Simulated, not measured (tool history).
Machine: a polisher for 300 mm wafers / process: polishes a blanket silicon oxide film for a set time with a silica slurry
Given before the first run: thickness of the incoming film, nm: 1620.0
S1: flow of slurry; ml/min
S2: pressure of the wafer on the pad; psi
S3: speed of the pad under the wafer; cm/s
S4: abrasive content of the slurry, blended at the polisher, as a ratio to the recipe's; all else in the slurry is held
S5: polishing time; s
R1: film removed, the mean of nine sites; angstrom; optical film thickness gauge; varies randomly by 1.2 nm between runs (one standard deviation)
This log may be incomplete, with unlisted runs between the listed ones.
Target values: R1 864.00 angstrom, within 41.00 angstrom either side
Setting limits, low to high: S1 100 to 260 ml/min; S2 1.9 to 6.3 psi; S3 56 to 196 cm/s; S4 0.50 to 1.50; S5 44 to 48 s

{"run": 1, "hour": 0.0, "S1": 165, "S2": 4.1, "S3": 126, "S4": 1.0, "S5": 48, "R1": 1391.9}
{"run": 2, "hour": 4.4, "S1": 165, "S2": 4.5, "S3": 126, "S4": 1.0, "S5": 48, "R1": 1563.8}
{"run": 3, "hour": 12.0, "S1": 165, "S2": 4.5, "S3": 126, "S4": 1.0, "S5": 44, "R1": 1459.0}
{"run": 4, "hour": 20.1, "S1": 165, "S2": 4.1, "S3": 124, "S4": 1.0, "S5": 44, "R1": 1314.2}
{"run": 5, "hour": 23.0, "S1": 165, "S2": 3.5, "S3": 124, "S4": 1.0, "S5": 44, "R1": 1082.4}
{"run": 6, "hour": 32.0, "S1": 165, "S2": 3.3, "S3": 124, "S4": 1.0, "S5": 44, "R1": 1065.7}
{"run": 7, "hour": 37.4, "S1": 165, "S2": 3.1, "S3": 124, "S4": 1.0, "S5": 44, "R1": 990.38}
{"run": 8, "hour": 39.4, "S1": 165, "S2": 3.1, "S3": 124, "S4": 1.0, "S5": 44, "R1": 1000.5}
{"run": 9, "hour": 41.1, "S1": 165, "S2": 3.0, "S3": 124, "S4": 1.0, "S5": 44, "R1": 948.68}
{"hour": 50.0, "done": "worn pad replaced by a new one"}
{"run": 10, "hour": 50.0, "S1": 160, "S2": 2.6, "S3": 124, "S4": 1.0, "S5": 44, "R1": 915.66}

Next run, 5 choices. One meets every target within its allowed miss, the rest don't. Which?
{"run": "A", "hour": 58.9, "S1": 185, "S2": 2.7, "S3": 122, "S4": 1.1, "S5": 44, "R1": "?"}
{"run": "B", "hour": 58.9, "S1": 100, "S2": 2.6, "S3": 132, "S4": 0.85, "S5": 48, "R1": "?"}
{"run": "C", "hour": 58.9, "S1": 185, "S2": 3.2, "S3": 114, "S4": 0.85, "S5": 44, "R1": "?"}
{"run": "D", "hour": 58.9, "S1": 155, "S2": 2.0, "S3": 128, "S4": 1.0, "S5": 46, "R1": "?"}
{"run": "E", "hour": 58.9, "S1": 130, "S2": 2.1, "S3": 102, "S4": 1.3, "S5": 48, "R1": "?"}

move=A R1=1004.50
move=B R1=882.72
move=C R1=1003.30
move=D R1=763.19
move=E R1=765.92
A: misses by more than the last run did
B: all results land within tolerance of their targets
C: misses by more than the last run did
D: moves the result that the last run missed by most past its target, out the other side
E: moves the result that the last run missed by most past its target, out the other side
Correct choice: B, which meets every target

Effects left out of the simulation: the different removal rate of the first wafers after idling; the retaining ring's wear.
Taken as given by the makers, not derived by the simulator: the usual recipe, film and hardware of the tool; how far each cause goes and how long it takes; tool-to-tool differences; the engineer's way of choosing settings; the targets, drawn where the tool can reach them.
